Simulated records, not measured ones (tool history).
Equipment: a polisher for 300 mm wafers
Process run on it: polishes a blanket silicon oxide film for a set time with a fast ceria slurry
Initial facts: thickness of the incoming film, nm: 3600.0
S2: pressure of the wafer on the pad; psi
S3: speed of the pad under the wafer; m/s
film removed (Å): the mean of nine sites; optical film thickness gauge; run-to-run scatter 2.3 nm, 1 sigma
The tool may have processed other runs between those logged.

Run 1, hour 0.0: flow of slurry (ml/min) 140, S2 2.4 psi, S3 0.94 m/s, polishing time (s) 31. Result: film removed (Å) 3614.7.
Run 2, hour 4.4: flow of slurry (ml/min) 140, S2 2.9 psi, S3 0.94 m/s, polishing time (s) 31. Result: film removed (Å) 4407.8.
Run 3, hour 13.0: flow of slurry (ml/min) 165, S2 2.9 psi, S3 0.94 m/s, polishing time (s) 31. Result: film removed (Å) 4543.5.
Run 4, hour 17.0: flow of slurry (ml/min) 135, S2 2.9 psi, S3 0.94 m/s, polishing time (s) 31. Result: film removed (Å) 4275.8.
Run 5, hour 19.6: flow of slurry (ml/min) 160, S2 2.9 psi, S3 0.94 m/s, polishing time (s) 31. Result: film removed (Å) 4477.8.
Run 6, hour 26.3: flow of slurry (ml/min) 160, S2 2.9 psi, S3 0.94 m/s, polishing time (s) 28. Result: film removed (Å) 3976.5.
Run 7, hour 32.4: flow of slurry (ml/min) 155, S2 2.6 psi, S3 0.94 m/s, polishing time (s) 28. Result: film removed (Å) 3623.4.

Predict the results of run 8:
Run 8, hour 33.7: flow of slurry (ml/min) 150, S2 2.4 psi, S3 0.94 m/s, polishing time (s) 28. Result: film removed (Å) ?.

{"run 8": {"film removed (Å)": 3233.2}}
